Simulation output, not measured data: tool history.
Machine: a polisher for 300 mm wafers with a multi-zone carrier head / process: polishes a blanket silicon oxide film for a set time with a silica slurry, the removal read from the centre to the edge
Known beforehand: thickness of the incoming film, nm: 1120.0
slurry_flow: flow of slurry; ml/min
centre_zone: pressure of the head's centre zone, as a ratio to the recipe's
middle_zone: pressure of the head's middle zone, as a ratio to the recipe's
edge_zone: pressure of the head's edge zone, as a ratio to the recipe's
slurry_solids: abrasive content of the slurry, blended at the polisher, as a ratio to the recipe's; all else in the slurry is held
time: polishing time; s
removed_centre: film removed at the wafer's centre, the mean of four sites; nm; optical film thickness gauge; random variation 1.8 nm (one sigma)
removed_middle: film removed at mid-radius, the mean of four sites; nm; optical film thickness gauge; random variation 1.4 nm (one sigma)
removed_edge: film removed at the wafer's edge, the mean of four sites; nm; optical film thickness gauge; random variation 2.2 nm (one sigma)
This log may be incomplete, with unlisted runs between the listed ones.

Run 1, hour 0.0: slurry_flow 270 ml/min, centre_zone 1.00, middle_zone 1.00, edge_zone 1.00, slurry_solids 1.00, time 54 s. Result: removed_centre 161.28 nm, removed_middle 158.32 nm, removed_edge 156.75 nm.
Run 2, hour 2.6: slurry_flow 270 ml/min, centre_zone 1.00, middle_zone 0.92, edge_zone 1.00, slurry_solids 1.00, time 54 s. Result: removed_centre 163.56 nm, removed_middle 146.93 nm, removed_edge 158.00 nm.
Run 3, hour 3.5: slurry_flow 270 ml/min, centre_zone 1.00, middle_zone 0.92, edge_zone 1.00, slurry_solids 0.85, time 54 s. Result: removed_centre 147.13 nm, removed_middle 132.94 nm, removed_edge 142.32 nm.
Run 4, hour 8.8: slurry_flow 270 ml/min, centre_zone 1.00, middle_zone 0.92, edge_zone 1.00, slurry_solids 0.85, time 63 s. Result: removed_centre 171.18 nm, removed_middle 156.45 nm, removed_edge 163.78 nm.
Run 5, hour 10.4: slurry_flow 275 ml/min, centre_zone 0.98, middle_zone 0.93, edge_zone 1.05, slurry_solids 1.00, time 63 s. Result: removed_centre 188.91 nm, removed_middle 173.09 nm, removed_edge 190.92 nm.
Run 6, hour 13.1: slurry_flow 275 ml/min, centre_zone 0.98, middle_zone 0.86, edge_zone 1.05, slurry_solids 1.00, time 63 s. Result: removed_centre 186.54 nm, removed_middle 163.12 nm, removed_edge 190.44 nm.

What does the tool deliver on the next run?
Run 7, hour 16.8: slurry_flow 295 ml/min, centre_zone 0.92, middle_zone 0.96, edge_zone 1.15, slurry_solids 1.25, time 64 s. Result: removed_centre ?, removed_middle ?, removed_edge ?.

{"run 7": {"removed_centre": 202.78, "removed_middle": 206.54, "removed_edge": 227.31}}
